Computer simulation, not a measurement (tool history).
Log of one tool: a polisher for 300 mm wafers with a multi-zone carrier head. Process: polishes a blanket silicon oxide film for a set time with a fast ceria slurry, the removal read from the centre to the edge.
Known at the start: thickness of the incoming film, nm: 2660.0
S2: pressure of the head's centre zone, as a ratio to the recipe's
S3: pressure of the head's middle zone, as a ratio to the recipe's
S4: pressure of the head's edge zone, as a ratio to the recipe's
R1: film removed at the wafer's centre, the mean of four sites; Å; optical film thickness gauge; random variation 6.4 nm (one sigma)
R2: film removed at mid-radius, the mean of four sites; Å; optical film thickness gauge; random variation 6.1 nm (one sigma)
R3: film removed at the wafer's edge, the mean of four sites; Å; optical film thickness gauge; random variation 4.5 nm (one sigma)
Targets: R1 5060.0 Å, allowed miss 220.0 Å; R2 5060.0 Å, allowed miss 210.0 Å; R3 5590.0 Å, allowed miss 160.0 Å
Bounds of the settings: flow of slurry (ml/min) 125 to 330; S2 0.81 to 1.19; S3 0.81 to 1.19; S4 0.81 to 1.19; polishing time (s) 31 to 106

run 1 hour=0.0 | flow_of_slurry_(ml/min)=210 S2=1.00 S3=1.00 S4=1.00 polishing_time_(s)=68 | R1=5897.4 R2=5909.2 R3=5889.9
run 2 hour=6.5 | flow_of_slurry_(ml/min)=210 S2=1.00 S3=1.03 S4=1.00 polishing_time_(s)=68 | R1=5823.1 R2=5977.2 R3=5863.4
run 3 hour=15.4 | flow_of_slurry_(ml/min)=210 S2=1.00 S3=1.03 S4=0.93 polishing_time_(s)=68 | R1=5987.4 R2=6024.9 R3=5789.1
run 4 hour=19.2 | flow_of_slurry_(ml/min)=200 S2=0.97 S3=0.99 S4=0.95 polishing_time_(s)=67 | R1=5637.4 R2=5812.9 R3=5722.7
run 5 hour=22.5 | flow_of_slurry_(ml/min)=190 S2=0.96 S3=0.95 S4=0.97 polishing_time_(s)=66 | R1=5404.3 R2=5461.4 R3=5625.2
run 6 hour=26.8 | flow_of_slurry_(ml/min)=190 S2=0.99 S3=0.95 S4=0.97 polishing_time_(s)=66 | R1=5659.3 R2=5444.5 R3=5639.8
run 7 hour=31.8 | flow_of_slurry_(ml/min)=190 S2=0.99 S3=0.95 S4=0.97 polishing_time_(s)=66 | R1=5670.6 R2=5555.3 R3=5556.3
run 8 hour=37.3 | flow_of_slurry_(ml/min)=185 S2=0.97 S3=0.92 S4=0.99 polishing_time_(s)=66 | R1=5532.0 R2=5380.9 R3=5691.8
run 9 hour=44.3 | flow_of_slurry_(ml/min)=180 S2=0.96 S3=0.91 S4=0.99 polishing_time_(s)=66 | R1=5374.1 R2=5301.3 R3=5669.8
run 10 hour=49.1 | flow_of_slurry_(ml/min)=175 S2=0.95 S3=0.90 S4=0.99 polishing_time_(s)=66 | R1=5275.5 R2=5301.0 R3=5493.3

4 next moves are on the table. One of them brings every result within its allowed miss. Which?
run A hour=53.9 | flow_of_slurry_(ml/min)=235 S2=0.95 S3=0.93 S4=1.01 polishing_time_(s)=65 | R1=? R2=? R3=?
run B hour=53.9 | flow_of_slurry_(ml/min)=190 S2=0.90 S3=0.82 S4=0.98 polishing_time_(s)=66 | R1=? R2=? R3=?
run C hour=53.9 | flow_of_slurry_(ml/min)=125 S2=1.00 S3=1.06 S4=0.93 polishing_time_(s)=68 | R1=? R2=? R3=?
run D hour=53.9 | flow_of_slurry_(ml/min)=235 S2=0.98 S3=0.81 S4=0.98 polishing_time_(s)=63 | R1=? R2=? R3=?

move=A R1=5588.1 R2=5525.8 R3=5713.2
move=B R1=5182.5 R2=5101.7 R3=5622.5
move=C R1=5352.7 R2=5472.8 R3=5333.4
move=D R1=5585.5 R2=4995.8 R3=5496.0
A: further off than the last run
B: meets every target
C: further off than the last run
D: brings the result that was furthest off to its target, and leaves another outside
The right move is B.

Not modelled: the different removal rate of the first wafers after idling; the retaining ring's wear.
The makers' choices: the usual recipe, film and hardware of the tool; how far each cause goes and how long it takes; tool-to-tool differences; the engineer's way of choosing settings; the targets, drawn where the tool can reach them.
